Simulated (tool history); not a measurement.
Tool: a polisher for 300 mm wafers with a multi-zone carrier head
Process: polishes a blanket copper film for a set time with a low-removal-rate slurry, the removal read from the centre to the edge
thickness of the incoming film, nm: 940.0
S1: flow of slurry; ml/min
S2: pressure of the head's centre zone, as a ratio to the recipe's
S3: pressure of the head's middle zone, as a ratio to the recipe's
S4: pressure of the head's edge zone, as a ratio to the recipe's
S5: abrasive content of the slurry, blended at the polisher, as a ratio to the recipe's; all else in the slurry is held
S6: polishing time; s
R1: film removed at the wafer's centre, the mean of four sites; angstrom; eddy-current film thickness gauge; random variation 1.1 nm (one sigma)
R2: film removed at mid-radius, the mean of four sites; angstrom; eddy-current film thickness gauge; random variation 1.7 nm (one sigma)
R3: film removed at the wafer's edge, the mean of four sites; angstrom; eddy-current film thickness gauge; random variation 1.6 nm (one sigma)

run	hour	S1	S2	S3	S4	S5	S6	R1	R2	R3
1	0	195	1	1	1	1	69	1631.1	1715.9	1675.9
2	6.5	190	0.98	0.99	0.99	0.9	67	1517.5	1623	1599.9
3	13.6	190	0.97	0.98	0.98	0.85	65	1436.4	1481.5	1522.1
4	18.8	190	0.95	0.99	0.96	0.8	64	1375.8	1554.9	1493.2
5	24.1	190	0.94	0.98	0.95	0.75	62	1308	1429.8	1376.1
6	27.7	190	0.94	0.98	1.03	0.75	62	1318.1	1441	1463.5
7	28.8	190	0.93	0.97	1.01	0.7	61	1278	1380	1375.1
8	32.5	155	0.83	0.89	0.97	0.5	59	1008.6	1143.7	1263.9

Forecast run 9:
9	39.7	160	0.84	0.9	0.96	0.5	59	?	?	?

R1: 1035.5 angstrom
R2: 1183.3 angstrom
R3: 1275.2 angstrom
